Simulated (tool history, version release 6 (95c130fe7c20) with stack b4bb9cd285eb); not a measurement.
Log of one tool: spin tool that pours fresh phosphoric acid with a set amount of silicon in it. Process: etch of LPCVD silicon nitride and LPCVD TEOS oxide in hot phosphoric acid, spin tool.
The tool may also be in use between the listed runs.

run	day	temperature setpoint of the liquid (°C)	silicon dissolved in the acid as it is poured (mg a litre)	time under the liquid (s)	thickness taken off the LPCVD silicon nitride on a monitor wafer (nm)	thickness taken off the LPCVD TEOS oxide on a monitor wafer (nm)
1	0	163	10.5	100	12.97	0.37341
2	0.192	161	10.5	100	12.241	0.35513
3	0.371	161	10.5	85	10.317	0.29607
4	0.579	161	14	85	10.285	0.27726
5	0.738	161.5	13.5	85	10.531	0.28452
6	0.775	161.5	19.5	85	10.63	0.21366

Forecast run 7:
7	0.904	161.5	18	85	?	?

Run 7 gave thickness taken off the LPCVD silicon nitride on a monitor wafer (nm) 10.552, thickness taken off the LPCVD TEOS oxide on a monitor wafer (nm) 0.23451.
